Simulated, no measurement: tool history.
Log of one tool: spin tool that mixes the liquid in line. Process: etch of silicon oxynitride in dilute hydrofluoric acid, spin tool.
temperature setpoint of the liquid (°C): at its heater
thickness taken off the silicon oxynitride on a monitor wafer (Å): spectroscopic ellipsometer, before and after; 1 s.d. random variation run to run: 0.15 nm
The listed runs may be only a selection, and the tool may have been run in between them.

run,hour,temperature setpoint of the liquid (°C),parts of water to one part of 49 % hydrofluoric acid (parts by volume),time under the liquid (s),thickness taken off the silicon oxynitride on a monitor wafer (Å)
1,0,24,70,320,131.03
2,1.3,24,80,320,112.14
3,6.2,24,80,340,120.02
4,12.3,26.5,75,340,143.63
5,16,26.5,95,340,111.92
6,17.8,28.5,85,340,138.35

Predict the results of run 7:
7,19.6,32,60,340,?

Logged for run 7: thickness taken off the silicon oxynitride on a monitor wafer (Å) 235.37.
